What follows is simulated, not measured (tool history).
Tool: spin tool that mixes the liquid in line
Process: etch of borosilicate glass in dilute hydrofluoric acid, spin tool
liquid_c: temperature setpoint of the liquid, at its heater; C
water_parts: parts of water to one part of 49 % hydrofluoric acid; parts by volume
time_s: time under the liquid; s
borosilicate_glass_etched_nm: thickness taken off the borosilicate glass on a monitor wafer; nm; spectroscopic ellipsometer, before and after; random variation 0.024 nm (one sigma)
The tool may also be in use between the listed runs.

{"run": 1, "day": 0.0, "liquid_c": 22, "water_parts": 265, "time_s": 30, "borosilicate_glass_etched_nm": 5.2928}
{"run": 2, "day": 0.033, "liquid_c": 22, "water_parts": 265, "time_s": 20, "borosilicate_glass_etched_nm": 3.5358}
{"run": 3, "day": 0.204, "liquid_c": 19, "water_parts": 265, "time_s": 20, "borosilicate_glass_etched_nm": 3.1519}
{"run": 4, "day": 0.467, "liquid_c": 19, "water_parts": 265, "time_s": 20, "borosilicate_glass_etched_nm": 3.1453}
{"run": 5, "day": 0.788, "liquid_c": 19, "water_parts": 265, "time_s": 30, "borosilicate_glass_etched_nm": 4.8393}
{"run": 6, "day": 1.042, "liquid_c": 19, "water_parts": 170, "time_s": 30, "borosilicate_glass_etched_nm": 8.0758}
{"run": 7, "day": 1.217, "liquid_c": 19, "water_parts": 190, "time_s": 30, "borosilicate_glass_etched_nm": 7.0984}
{"run": 8, "day": 1.483, "liquid_c": 19, "water_parts": 205, "time_s": 30, "borosilicate_glass_etched_nm": 6.492}
{"run": 9, "day": 1.596, "liquid_c": 19, "water_parts": 220, "time_s": 30, "borosilicate_glass_etched_nm": 6.0262}
{"run": 10, "day": 1.746, "liquid_c": 19, "water_parts": 235, "time_s": 30, "borosilicate_glass_etched_nm": 5.4589}

Forecast run 11:
{"run": 11, "day": 1.883, "liquid_c": 19, "water_parts": 235, "time_s": 30, "borosilicate_glass_etched_nm": "?"}

Run 11 gave borosilicate_glass_etched_nm 5.5109 nm.
